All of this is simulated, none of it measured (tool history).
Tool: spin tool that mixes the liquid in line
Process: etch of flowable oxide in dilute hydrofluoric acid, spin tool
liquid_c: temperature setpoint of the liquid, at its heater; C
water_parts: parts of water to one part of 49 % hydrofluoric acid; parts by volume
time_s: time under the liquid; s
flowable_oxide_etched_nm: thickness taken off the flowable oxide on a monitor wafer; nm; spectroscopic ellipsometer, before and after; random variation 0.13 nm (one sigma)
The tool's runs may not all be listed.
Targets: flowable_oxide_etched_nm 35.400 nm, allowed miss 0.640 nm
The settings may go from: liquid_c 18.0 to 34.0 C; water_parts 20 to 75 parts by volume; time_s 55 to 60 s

run 1 day=0.000 | liquid_c=26.0 water_parts=45 time_s=55 | flowable_oxide_etched_nm=50.679
run 2 day=0.162 | liquid_c=23.5 water_parts=45 time_s=55 | flowable_oxide_etched_nm=45.585
run 3 day=0.208 | liquid_c=27.0 water_parts=45 time_s=55 | flowable_oxide_etched_nm=52.565
run 4 day=0.488 | liquid_c=24.0 water_parts=45 time_s=55 | flowable_oxide_etched_nm=46.259
run 5 day=0.696 | liquid_c=24.0 water_parts=45 time_s=60 | flowable_oxide_etched_nm=50.795
run 6 day=0.904 | liquid_c=24.0 water_parts=45 time_s=60 | flowable_oxide_etched_nm=50.534
run 7 day=1.267 | liquid_c=22.0 water_parts=45 time_s=60 | flowable_oxide_etched_nm=46.664
run 8 day=1.321 | liquid_c=20.5 water_parts=45 time_s=60 | flowable_oxide_etched_nm=43.860
run 9 day=1.483 | liquid_c=19.5 water_parts=45 time_s=60 | flowable_oxide_etched_nm=42.051
run 10 day=1.692 | liquid_c=19.0 water_parts=45 time_s=60 | flowable_oxide_etched_nm=41.235
run 11 day=1.712 | liquid_c=18.5 water_parts=45 time_s=60 | flowable_oxide_etched_nm=40.218

Which of these 5 next moves meets every target?
run A day=1.733 | liquid_c=19.5 water_parts=40 time_s=60 | flowable_oxide_etched_nm=?
run B day=1.733 | liquid_c=24.0 water_parts=50 time_s=60 | flowable_oxide_etched_nm=?
run C day=1.733 | liquid_c=18.5 water_parts=45 time_s=55 | flowable_oxide_etched_nm=?
run D day=1.733 | liquid_c=18.0 water_parts=50 time_s=60 | flowable_oxide_etched_nm=?
run E day=1.733 | liquid_c=18.0 water_parts=40 time_s=60 | flowable_oxide_etched_nm=?

move=A flowable_oxide_etched_nm=47.501
move=B flowable_oxide_etched_nm=45.342
move=C flowable_oxide_etched_nm=36.857
move=D flowable_oxide_etched_nm=35.211
move=E flowable_oxide_etched_nm=44.522
A: further off than the last run
B: further off than the last run
C: nearer than the last run, and not there yet
D: meets every target
E: further off than the last run
Move D is the one to make.
